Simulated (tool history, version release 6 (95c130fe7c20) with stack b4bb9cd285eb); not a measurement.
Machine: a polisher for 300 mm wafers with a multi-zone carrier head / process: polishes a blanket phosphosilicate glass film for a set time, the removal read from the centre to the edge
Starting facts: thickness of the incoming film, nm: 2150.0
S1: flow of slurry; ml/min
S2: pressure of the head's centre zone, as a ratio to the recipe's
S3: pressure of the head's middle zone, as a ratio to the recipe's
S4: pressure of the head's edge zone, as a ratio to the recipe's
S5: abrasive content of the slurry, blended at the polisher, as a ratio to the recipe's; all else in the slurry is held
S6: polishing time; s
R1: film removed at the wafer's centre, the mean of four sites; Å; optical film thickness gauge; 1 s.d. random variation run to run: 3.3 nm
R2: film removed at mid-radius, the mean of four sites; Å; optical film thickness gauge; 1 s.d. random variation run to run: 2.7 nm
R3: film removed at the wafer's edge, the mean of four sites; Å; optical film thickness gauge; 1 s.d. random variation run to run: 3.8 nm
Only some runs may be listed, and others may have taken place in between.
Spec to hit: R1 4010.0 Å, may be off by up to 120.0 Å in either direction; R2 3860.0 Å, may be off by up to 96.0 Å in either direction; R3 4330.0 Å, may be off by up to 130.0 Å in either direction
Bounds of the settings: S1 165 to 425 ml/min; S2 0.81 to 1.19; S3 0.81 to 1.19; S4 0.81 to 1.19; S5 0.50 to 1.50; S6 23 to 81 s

Run 1, hour 0.0: S1 275 ml/min, S2 1.00, S3 1.00, S4 1.00, S5 1.00, S6 52 s. Result: R1 5013.1 Å, R2 5148.1 Å, R3 5118.7 Å.
Run 2, hour 1.0: S1 320 ml/min, S2 1.00, S3 1.00, S4 1.00, S5 1.00, S6 52 s. Result: R1 5019.4 Å, R2 5213.1 Å, R3 5150.4 Å.
Run 3, hour 9.2: S1 320 ml/min, S2 0.94, S3 1.00, S4 1.00, S5 1.00, S6 52 s. Result: R1 4836.5 Å, R2 5184.2 Å, R3 5186.6 Å.
Run 4, hour 12.2: S1 315 ml/min, S2 0.93, S3 0.98, S4 0.98, S5 0.95, S6 52 s. Result: R1 4725.0 Å, R2 5049.9 Å, R3 4896.0 Å.
Run 5, hour 14.4: S1 310 ml/min, S2 0.92, S3 0.96, S4 0.99, S5 0.90, S6 52 s. Result: R1 4497.7 Å, R2 4888.0 Å, R3 4959.8 Å.
Run 6, hour 17.4: S1 305 ml/min, S2 0.93, S3 0.94, S4 0.98, S5 0.85, S6 52 s. Result: R1 4501.8 Å, R2 4646.4 Å, R3 4836.9 Å.
Run 7, hour 20.0: S1 300 ml/min, S2 0.92, S3 0.92, S4 0.97, S5 0.80, S6 52 s. Result: R1 4370.5 Å, R2 4471.7 Å, R3 4748.0 Å.
Run 8, hour 25.0: S1 295 ml/min, S2 0.91, S3 0.91, S4 0.96, S5 0.80, S6 52 s. Result: R1 4279.5 Å, R2 4424.2 Å, R3 4682.4 Å.
Run 9, hour 28.0: S1 290 ml/min, S2 0.91, S3 0.90, S4 0.95, S5 0.80, S6 52 s. Result: R1 4287.9 Å, R2 4382.2 Å, R3 4652.3 Å.
Run 10, hour 28.8: S1 285 ml/min, S2 0.91, S3 0.89, S4 0.94, S5 0.80, S6 52 s. Result: R1 4330.8 Å, R2 4312.7 Å, R3 4626.2 Å.
Run 11, hour 35.9: S1 280 ml/min, S2 0.90, S3 0.88, S4 0.93, S5 0.80, S6 52 s. Result: R1 4225.0 Å, R2 4311.1 Å, R3 4586.0 Å.

Which one of the following 4 next-run settings gets every result inside its allowed miss? There is exactly one.
Run A, hour 43.0: S1 300 ml/min, S2 0.95, S3 0.88, S4 1.03, S5 0.80, S6 46 s. Result: R1 ?, R2 ?, R3 ?.
Run B, hour 43.0: S1 320 ml/min, S2 0.84, S3 0.81, S4 1.04, S5 0.90, S6 48 s. Result: R1 ?, R2 ?, R3 ?.
Run C, hour 43.0: S1 280 ml/min, S2 0.87, S3 0.84, S4 0.95, S5 0.85, S6 47 s. Result: R1 ?, R2 ?, R3 ?.
Run D, hour 43.0: S1 285 ml/min, S2 0.81, S3 0.83, S4 1.01, S5 0.80, S6 51 s. Result: R1 ?, R2 ?, R3 ?.

move      R1      R2      R3
   A  3992.5  3849.4  4307.9
   B  3842.9  3904.7  4695.9
   C  3785.3  3832.6  4292.5
   D  3770.8  4053.5  4718.9
A: each result inside its tolerance
B: brings the result that was furthest off to its target, and leaves another outside
C: brings the result that was furthest off to its target, and leaves another outside
D: closes in on the targets versus the last run, not all within tolerance yet
Answer: A
